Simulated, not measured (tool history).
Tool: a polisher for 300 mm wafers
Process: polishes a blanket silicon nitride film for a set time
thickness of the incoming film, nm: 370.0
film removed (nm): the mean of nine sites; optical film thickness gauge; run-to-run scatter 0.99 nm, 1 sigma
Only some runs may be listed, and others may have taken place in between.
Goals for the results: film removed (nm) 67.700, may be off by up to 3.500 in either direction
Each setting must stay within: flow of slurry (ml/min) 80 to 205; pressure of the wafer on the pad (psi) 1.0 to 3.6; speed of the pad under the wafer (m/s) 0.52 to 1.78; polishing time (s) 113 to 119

run    day  flow of slurry (ml/min)  pressure of the wafer on the pad (psi)  speed of the pad under the wafer (m/s)  polishing time (s)  film removed (nm)
  1  0.000                      135                                     2.3                                    1.14                 113            126.330
  2  0.358                      135                                     2.0                                    1.14                 113            110.400
  3  0.450                      135                                     2.0                                    1.00                 113             96.287
  4  0.575                      135                                     2.0                                    1.24                 113            113.600
  5  0.725                      135                                     1.7                                    1.22                 113             97.664
  6  0.950                      135                                     1.7                                    1.48                 113            111.090
  7  1.267                      130                                     1.5                                    1.40                 113             95.254
  8  1.300                      125                                     1.3                                    1.36                 113             82.024
  9  1.550                      120                                     1.2                                    1.36                 113             74.892

Which of these 5 next moves meets every target?
  A  1.800                      120                                     1.0                                    1.36                 113                  ?
  B  1.800                      120                                     1.1                                    1.28                 115                  ?
  C  1.800                      110                                     1.4                                    1.46                 115                  ?
  D  1.800                      125                                     1.4                                    1.32                 119                  ?
  E  1.800                      130                                     1.3                                    1.44                 118                  ?

move  film removed (nm)
   A             61.949
   B             65.667
   C             89.673
   D             88.320
   E             88.276
A: takes the biggest miss from the last run beyond its target
B: all results in spec
C: further off than the last run
D: further off than the last run
E: further off than the last run
The move that meets every target is B.
